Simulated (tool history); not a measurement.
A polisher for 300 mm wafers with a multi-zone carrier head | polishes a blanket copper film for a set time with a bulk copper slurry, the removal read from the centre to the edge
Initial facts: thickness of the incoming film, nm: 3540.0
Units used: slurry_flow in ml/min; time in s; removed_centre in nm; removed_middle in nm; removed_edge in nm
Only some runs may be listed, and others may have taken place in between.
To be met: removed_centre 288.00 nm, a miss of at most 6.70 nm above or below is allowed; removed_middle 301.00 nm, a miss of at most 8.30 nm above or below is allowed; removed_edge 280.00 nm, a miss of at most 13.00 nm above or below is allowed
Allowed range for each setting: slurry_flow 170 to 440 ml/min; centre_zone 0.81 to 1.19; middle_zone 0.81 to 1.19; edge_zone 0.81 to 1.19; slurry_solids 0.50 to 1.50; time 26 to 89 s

run 1 day=0.000 | slurry_flow=280 centre_zone=1.00 middle_zone=1.00 edge_zone=1.00 slurry_solids=1.00 time=57 | removed_centre=381.09 removed_middle=379.49 removed_edge=386.79
run 2 day=0.300 | slurry_flow=285 centre_zone=0.99 middle_zone=1.00 edge_zone=0.97 slurry_solids=0.90 time=56 | removed_centre=369.14 removed_middle=368.55 removed_edge=368.08
run 3 day=0.508 | slurry_flow=285 centre_zone=0.99 middle_zone=1.00 edge_zone=0.97 slurry_solids=0.90 time=65 | removed_centre=428.46 removed_middle=424.69 removed_edge=432.46
run 4 day=0.792 | slurry_flow=285 centre_zone=0.99 middle_zone=1.00 edge_zone=0.92 slurry_solids=0.90 time=65 | removed_centre=426.13 removed_middle=425.19 removed_edge=417.66
run 5 day=1.046 | slurry_flow=285 centre_zone=0.98 middle_zone=1.00 edge_zone=0.90 slurry_solids=0.85 time=63 | removed_centre=405.30 removed_middle=409.56 removed_edge=401.05
run 6 day=1.288 | slurry_flow=285 centre_zone=0.98 middle_zone=1.07 edge_zone=0.90 slurry_solids=0.85 time=63 | removed_centre=404.55 removed_middle=434.25 removed_edge=403.15
run 7 day=1.446 | slurry_flow=290 centre_zone=0.97 middle_zone=1.06 edge_zone=0.89 slurry_solids=0.80 time=61 | removed_centre=386.58 removed_middle=420.87 removed_edge=379.87
run 8 day=1.679 | slurry_flow=295 centre_zone=0.96 middle_zone=1.04 edge_zone=0.88 slurry_solids=0.75 time=59 | removed_centre=364.10 removed_middle=389.11 removed_edge=370.64
run 9 day=1.871 | slurry_flow=285 centre_zone=0.97 middle_zone=1.04 edge_zone=0.87 slurry_solids=0.70 time=57 | removed_centre=353.89 removed_middle=375.85 removed_edge=337.35
run 10 day=2.196 | slurry_flow=275 centre_zone=0.96 middle_zone=1.02 edge_zone=0.86 slurry_solids=0.65 time=57 | removed_centre=347.20 removed_middle=364.70 removed_edge=349.44
run 11 day=2.342 | slurry_flow=275 centre_zone=0.96 middle_zone=1.02 edge_zone=0.86 slurry_solids=0.65 time=57 | removed_centre=347.76 removed_middle=363.72 removed_edge=347.06
run 12 day=2.492 | slurry_flow=280 centre_zone=0.96 middle_zone=1.02 edge_zone=0.86 slurry_solids=0.65 time=55 | removed_centre=336.48 removed_middle=351.29 removed_edge=336.39
run 13 day=2.858 | slurry_flow=285 centre_zone=0.96 middle_zone=1.02 edge_zone=0.86 slurry_solids=0.65 time=54 | removed_centre=330.11 removed_middle=346.36 removed_edge=323.44
run 14 day=3.117 | slurry_flow=290 centre_zone=0.96 middle_zone=1.01 edge_zone=0.85 slurry_solids=0.65 time=53 | removed_centre=325.25 removed_middle=340.47 removed_edge=321.70
run 15 day=3.200 | slurry_flow=290 centre_zone=0.96 middle_zone=1.01 edge_zone=0.85 slurry_solids=0.65 time=52 | removed_centre=317.84 removed_middle=326.07 removed_edge=308.77
run 16 day=3.446 | slurry_flow=290 centre_zone=0.96 middle_zone=1.01 edge_zone=0.84 slurry_solids=0.65 time=51 | removed_centre=311.02 removed_middle=324.98 removed_edge=305.02
run 17 day=3.700 | slurry_flow=290 centre_zone=0.96 middle_zone=1.01 edge_zone=0.84 slurry_solids=0.65 time=50 | removed_centre=306.36 removed_middle=322.27 removed_edge=305.50

Below are 4 possible settings for the next run. Only one of them brings all results inside the allowed miss of their targets. Which is it?
run A day=3.954 | slurry_flow=340 centre_zone=1.08 middle_zone=1.16 edge_zone=0.81 slurry_solids=0.50 time=42 | removed_centre=? removed_middle=? removed_edge=?
run B day=3.954 | slurry_flow=180 centre_zone=0.99 middle_zone=1.04 edge_zone=0.86 slurry_solids=0.50 time=49 | removed_centre=? removed_middle=? removed_edge=?
run C day=3.954 | slurry_flow=375 centre_zone=1.01 middle_zone=1.06 edge_zone=0.81 slurry_solids=0.50 time=42 | removed_centre=? removed_middle=? removed_edge=?
run D day=3.954 | slurry_flow=320 centre_zone=0.96 middle_zone=0.92 edge_zone=0.82 slurry_solids=0.65 time=47 | removed_centre=? removed_middle=? removed_edge=?

move=A removed_centre=287.64 removed_middle=299.76 removed_edge=243.41
move=B removed_centre=286.79 removed_middle=299.62 removed_edge=278.88
move=C removed_centre=270.85 removed_middle=279.59 removed_edge=245.10
move=D removed_centre=291.15 removed_middle=281.45 removed_edge=280.74
A: the furthest-off result lands on target, but another misses its tolerance
B: all results in spec
C: pushes the last run's worst result past its target
D: the furthest-off result lands on target, but another misses its tolerance
The move that meets every target is B.
